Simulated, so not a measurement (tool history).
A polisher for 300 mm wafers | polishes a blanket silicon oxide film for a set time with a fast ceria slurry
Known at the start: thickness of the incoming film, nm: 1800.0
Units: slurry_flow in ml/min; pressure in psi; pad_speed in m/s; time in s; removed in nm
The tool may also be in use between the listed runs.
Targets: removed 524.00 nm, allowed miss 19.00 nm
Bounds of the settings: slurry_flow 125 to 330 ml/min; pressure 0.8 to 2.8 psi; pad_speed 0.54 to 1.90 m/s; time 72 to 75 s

run 1 hour=0.0 | slurry_flow=210 pressure=1.8 pad_speed=1.22 time=72 | removed=862.07
run 2 hour=0.8 | slurry_flow=210 pressure=1.8 pad_speed=1.22 time=72 | removed=877.54
run 3 hour=8.7 | slurry_flow=210 pressure=1.8 pad_speed=1.00 time=72 | removed=709.74
run 4 hour=17.2 | slurry_flow=210 pressure=1.6 pad_speed=1.00 time=72 | removed=645.84
run 5 hour=26.1 | slurry_flow=160 pressure=1.6 pad_speed=1.00 time=72 | removed=600.24
run 6 hour=34.6 | slurry_flow=160 pressure=1.6 pad_speed=1.00 time=75 | removed=637.55
run 7 hour=42.6 | slurry_flow=155 pressure=1.5 pad_speed=1.00 time=75 | removed=601.80
run 8 hour=50.3 | slurry_flow=150 pressure=1.4 pad_speed=1.00 time=75 | removed=571.83
run 9 hour=59.3 | slurry_flow=145 pressure=1.4 pad_speed=1.00 time=75 | removed=552.94

4 next moves are on the table. One of them brings every result within its allowed miss. Which?
run A hour=68.3 | slurry_flow=195 pressure=1.2 pad_speed=1.16 time=74 | removed=?
run B hour=68.3 | slurry_flow=155 pressure=1.3 pad_speed=1.04 time=73 | removed=?
run C hour=68.3 | slurry_flow=180 pressure=1.3 pad_speed=1.08 time=75 | removed=?
run D hour=68.3 | slurry_flow=130 pressure=1.3 pad_speed=0.98 time=72 | removed=?

move=A removed=571.77
move=B removed=532.62
move=C removed=578.38
move=D removed=484.03
A: further off than the last run
B: meets every target
C: further off than the last run
D: takes the result that was furthest off past its target
The right move is B.
